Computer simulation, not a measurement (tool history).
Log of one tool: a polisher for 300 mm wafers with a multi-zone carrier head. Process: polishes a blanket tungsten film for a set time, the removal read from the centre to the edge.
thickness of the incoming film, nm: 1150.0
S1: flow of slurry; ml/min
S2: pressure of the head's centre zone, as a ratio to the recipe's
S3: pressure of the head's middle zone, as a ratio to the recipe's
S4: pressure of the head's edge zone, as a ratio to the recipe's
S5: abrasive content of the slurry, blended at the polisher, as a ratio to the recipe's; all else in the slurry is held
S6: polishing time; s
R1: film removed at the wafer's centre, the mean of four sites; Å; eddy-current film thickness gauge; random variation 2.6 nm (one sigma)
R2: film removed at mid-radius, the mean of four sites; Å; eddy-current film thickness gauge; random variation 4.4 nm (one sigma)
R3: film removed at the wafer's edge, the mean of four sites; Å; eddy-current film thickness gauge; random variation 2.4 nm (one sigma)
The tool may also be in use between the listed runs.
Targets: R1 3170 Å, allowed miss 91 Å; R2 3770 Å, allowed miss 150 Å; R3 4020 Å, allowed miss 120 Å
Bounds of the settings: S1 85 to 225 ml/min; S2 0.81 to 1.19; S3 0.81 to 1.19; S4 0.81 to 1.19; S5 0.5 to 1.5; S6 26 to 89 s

run,hour,S1,S2,S3,S4,S5,S6,R1,R2,R3
1,0,145,1,1,1,1,57,3852.6,3657.5,3857.9
2,0.8,145,1,1,1,1,44,2971.3,2821.2,2961.3
3,4.8,145,1,1.05,1,1,44,2960.1,3067.5,2974.9
4,10,145,1,1.05,1,1.2,44,3185,3091.3,3133
5,11,145,1,1.05,1,1.2,50,3583.9,3645.6,3561
6,14.3,140,0.97,1.05,1.03,1.25,50,3468.3,3592.7,3634.5
7,15.4,140,0.95,1.05,1.06,1.25,50,3382.2,3595.4,3657.7
8,19,140,0.93,1.05,1.08,1.3,50,3396.8,3684.5,3714.1
9,21.3,135,0.91,1.04,1.1,1.35,50,3325.5,3686.9,3832.4

5 next moves are on the table. One of them brings every result within its allowed miss. Which?
A,23.6,160,0.91,1.06,1.14,1.45,49,?,?,?
B,23.6,105,0.85,1.04,1.13,1.45,53,?,?,?
C,23.6,160,0.98,1.15,1.09,1.45,46,?,?,?
D,23.6,140,0.98,1.02,1.02,1.15,53,?,?,?
E,23.6,150,0.91,1.14,1.08,1.3,48,?,?,?

move,R1,R2,R3
A,3421.1,3771.5,3956.9
B,3151.7,3703.5,4027.1
C,3462.9,3795.5,3632.4
D,3646,3621,3754.6
E,3215.4,3775.9,3635.3
A: further off than the last run
B: meets every target
C: further off than the last run
D: further off than the last run
E: brings the result that was furthest off to its target, and leaves another outside
The right move is B.

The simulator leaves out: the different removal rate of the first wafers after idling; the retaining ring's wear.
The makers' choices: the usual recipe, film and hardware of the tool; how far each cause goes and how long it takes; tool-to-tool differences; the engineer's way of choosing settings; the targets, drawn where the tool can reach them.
